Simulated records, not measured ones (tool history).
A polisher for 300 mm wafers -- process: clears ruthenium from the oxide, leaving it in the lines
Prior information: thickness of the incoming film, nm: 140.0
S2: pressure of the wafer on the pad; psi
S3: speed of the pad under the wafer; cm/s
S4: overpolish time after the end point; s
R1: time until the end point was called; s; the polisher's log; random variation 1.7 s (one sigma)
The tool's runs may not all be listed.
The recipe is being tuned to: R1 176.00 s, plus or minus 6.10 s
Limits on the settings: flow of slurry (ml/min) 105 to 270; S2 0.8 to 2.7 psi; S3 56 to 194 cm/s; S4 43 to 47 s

run 1 hour=0.0 | flow_of_slurry_(ml/min)=175 S2=1.7 S3=124 S4=43 | R1=115.33
run 2 hour=8.2 | flow_of_slurry_(ml/min)=175 S2=1.6 S3=124 S4=43 | R1=120.73
run 3 hour=12.6 | flow_of_slurry_(ml/min)=175 S2=1.5 S3=124 S4=43 | R1=129.75
run 4 hour=20.9 | flow_of_slurry_(ml/min)=175 S2=1.5 S3=124 S4=47 | R1=129.28
-- hour=28.7 slurry nozzle cleaned
run 5 hour=28.7 | flow_of_slurry_(ml/min)=190 S2=1.5 S3=124 S4=47 | R1=121.79
run 6 hour=35.1 | flow_of_slurry_(ml/min)=190 S2=1.5 S3=124 S4=47 | R1=121.81
run 7 hour=43.2 | flow_of_slurry_(ml/min)=180 S2=1.5 S3=124 S4=47 | R1=121.89
run 8 hour=47.4 | flow_of_slurry_(ml/min)=175 S2=1.4 S3=124 S4=47 | R1=130.71
run 9 hour=49.6 | flow_of_slurry_(ml/min)=170 S2=1.3 S3=124 S4=47 | R1=140.48
run 10 hour=53.9 | flow_of_slurry_(ml/min)=170 S2=1.3 S3=124 S4=47 | R1=137.41
run 11 hour=59.8 | flow_of_slurry_(ml/min)=165 S2=1.2 S3=124 S4=47 | R1=153.85
run 12 hour=67.4 | flow_of_slurry_(ml/min)=160 S2=1.2 S3=124 S4=47 | R1=152.95
run 13 hour=71.7 | flow_of_slurry_(ml/min)=155 S2=1.2 S3=124 S4=47 | R1=154.95
run 14 hour=74.3 | flow_of_slurry_(ml/min)=150 S2=1.2 S3=124 S4=47 | R1=155.84
run 15 hour=79.0 | flow_of_slurry_(ml/min)=145 S2=1.2 S3=124 S4=47 | R1=154.95
run 16 hour=82.2 | flow_of_slurry_(ml/min)=140 S2=1.2 S3=124 S4=47 | R1=153.60
run 17 hour=83.6 | flow_of_slurry_(ml/min)=140 S2=1.1 S3=124 S4=47 | R1=167.28

Of the 4 settings listed for the next run, only one would bring every result within its allowed miss of target. Which one?
run A hour=85.0 | flow_of_slurry_(ml/min)=210 S2=1.0 S3=136 S4=47 | R1=?
run B hour=85.0 | flow_of_slurry_(ml/min)=140 S2=1.0 S3=140 S4=47 | R1=?
run C hour=85.0 | flow_of_slurry_(ml/min)=115 S2=1.0 S3=134 S4=43 | R1=?
run D hour=85.0 | flow_of_slurry_(ml/min)=210 S2=1.3 S3=106 S4=47 | R1=?

move=A R1=163.46
move=B R1=166.79
move=C R1=178.79
move=D R1=161.94
A: the biggest miss grows against the last run
B: the biggest miss grows against the last run
C: every result within its allowed miss
D: the biggest miss grows against the last run
C meets every target.

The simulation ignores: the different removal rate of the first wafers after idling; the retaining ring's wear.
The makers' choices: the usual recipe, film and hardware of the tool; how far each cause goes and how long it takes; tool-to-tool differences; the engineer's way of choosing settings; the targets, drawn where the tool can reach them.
